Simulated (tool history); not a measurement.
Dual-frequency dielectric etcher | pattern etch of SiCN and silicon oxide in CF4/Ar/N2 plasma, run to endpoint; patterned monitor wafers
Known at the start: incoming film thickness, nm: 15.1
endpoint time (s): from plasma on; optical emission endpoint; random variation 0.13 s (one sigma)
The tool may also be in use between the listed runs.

Run 1, hour 0.0: source power (W) 400, bias power (W) 63, Ar flow (sccm) 77, CF4 flow (sccm) 46. Result: endpoint time (s) 22.575.
Run 2, hour 2.6: source power (W) 400, bias power (W) 63, Ar flow (sccm) 84, CF4 flow (sccm) 46. Result: endpoint time (s) 22.672.
Run 3, hour 11.4: source power (W) 430, bias power (W) 64, Ar flow (sccm) 84, CF4 flow (sccm) 46. Result: endpoint time (s) 21.530.
Run 4, hour 17.3: source power (W) 430, bias power (W) 55, Ar flow (sccm) 84, CF4 flow (sccm) 46. Result: endpoint time (s) 22.352.
Run 5, hour 19.4: source power (W) 460, bias power (W) 56, Ar flow (sccm) 84, CF4 flow (sccm) 46. Result: endpoint time (s) 21.136.
Run 6, hour 21.2: source power (W) 480, bias power (W) 57, Ar flow (sccm) 84, CF4 flow (sccm) 46. Result: endpoint time (s) 20.327.
At hour 23.9: bias power generator calibrated.
Run 7, hour 23.9: source power (W) 500, bias power (W) 57, Ar flow (sccm) 84, CF4 flow (sccm) 46. Result: endpoint time (s) 20.064.
Run 8, hour 29.0: source power (W) 510, bias power (W) 58, Ar flow (sccm) 84, CF4 flow (sccm) 46. Result: endpoint time (s) 19.476.

Forecast run 9:
Run 9, hour 37.0: source power (W) 520, bias power (W) 58, Ar flow (sccm) 84, CF4 flow (sccm) 46. Result: endpoint time (s) ?.

endpoint time (s): 19.301

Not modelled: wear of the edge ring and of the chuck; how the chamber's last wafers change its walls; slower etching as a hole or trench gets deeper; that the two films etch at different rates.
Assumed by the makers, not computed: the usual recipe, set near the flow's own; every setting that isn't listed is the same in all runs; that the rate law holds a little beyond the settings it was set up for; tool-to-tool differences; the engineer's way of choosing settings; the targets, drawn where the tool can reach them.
